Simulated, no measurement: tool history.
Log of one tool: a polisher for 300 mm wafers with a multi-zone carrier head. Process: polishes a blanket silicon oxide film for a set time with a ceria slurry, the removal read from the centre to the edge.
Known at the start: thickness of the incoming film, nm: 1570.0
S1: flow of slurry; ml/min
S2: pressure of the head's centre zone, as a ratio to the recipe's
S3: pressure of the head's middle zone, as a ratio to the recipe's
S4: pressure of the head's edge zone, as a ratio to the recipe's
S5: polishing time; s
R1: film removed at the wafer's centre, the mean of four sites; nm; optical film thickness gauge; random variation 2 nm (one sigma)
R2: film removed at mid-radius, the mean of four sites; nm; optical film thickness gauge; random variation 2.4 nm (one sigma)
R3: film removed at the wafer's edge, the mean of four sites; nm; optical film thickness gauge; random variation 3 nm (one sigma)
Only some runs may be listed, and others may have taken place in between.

| run | day | S1 | S2 | S3 | S4 | S5 | R1 | R2 | R3 |
|---|---|---|---|---|---|---|---|---|---|
| 1 | 0.000 | 160 | 1.00 | 1.00 | 1.00 | 81 | 250.98 | 222.04 | 223.90 |
| 2 | 0.325 | 170 | 0.97 | 1.03 | 1.03 | 83 | 257.47 | 233.27 | 232.97 |
| 3 | 0.454 | 170 | 1.00 | 1.03 | 1.03 | 83 | 261.39 | 238.43 | 239.13 |
| 4 | 0.604 | 175 | 0.97 | 1.06 | 1.06 | 85 | 261.20 | 248.70 | 243.29 |
| 5 | 0.950 | 175 | 0.94 | 1.08 | 1.08 | 87 | 255.59 | 255.36 | 253.54 |
|  | 1.221 | centre zone pressure recalibrated |
| 6 | 1.221 | 185 | 0.93 | 1.10 | 1.10 | 88 | 229.92 | 270.22 | 254.93 |
| 7 | 1.562 | 185 | 0.94 | 1.10 | 1.11 | 89 | 237.42 | 272.29 | 258.26 |
| 8 | 1.804 | 190 | 0.95 | 1.10 | 1.12 | 90 | 244.37 | 275.00 | 267.96 |
| 9 | 1.929 | 195 | 0.96 | 1.11 | 1.12 | 91 | 248.50 | 281.28 | 273.07 |

Run 10 is up next; what results do you expect?
| 10 | 1.962 | 200 | 0.97 | 1.12 | 1.12 | 91 | ? | ? | ? |

{"run 10": {"R1": 253.36, "R2": 286.44, "R3": 272.79}}

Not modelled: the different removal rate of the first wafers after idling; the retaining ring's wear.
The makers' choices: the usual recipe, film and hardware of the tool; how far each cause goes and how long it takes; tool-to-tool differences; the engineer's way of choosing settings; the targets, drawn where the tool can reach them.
